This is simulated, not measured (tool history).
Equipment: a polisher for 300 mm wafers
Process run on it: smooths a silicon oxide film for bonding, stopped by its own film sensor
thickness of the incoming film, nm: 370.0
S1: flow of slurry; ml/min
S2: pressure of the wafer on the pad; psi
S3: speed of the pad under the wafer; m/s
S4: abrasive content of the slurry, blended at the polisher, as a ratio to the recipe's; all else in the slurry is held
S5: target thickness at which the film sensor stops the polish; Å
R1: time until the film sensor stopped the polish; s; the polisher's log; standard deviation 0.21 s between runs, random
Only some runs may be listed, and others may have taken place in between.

run    day   S1   S2    S3    S4    S5      R1
  1  0.000  165  2.7  0.92  1.00  3440  35.142
  2  0.183  165  2.7  0.92  1.15  3440  32.521
  3  0.542  185  2.7  0.92  1.15  3440  31.603
  4  0.712  185  2.7  0.92  1.30  3440  29.996
  5  0.971  190  2.7  0.92  1.30  3440  30.092
  6  1.129  195  2.7  0.92  1.30  3440  30.144
  7  1.454  195  2.7  0.92  1.30  3440  30.280

The next listed run, before its measurement:
  8  1.742  195  2.9  0.92  1.30  3440   ?

Run 8 produced R1 27.872 s.
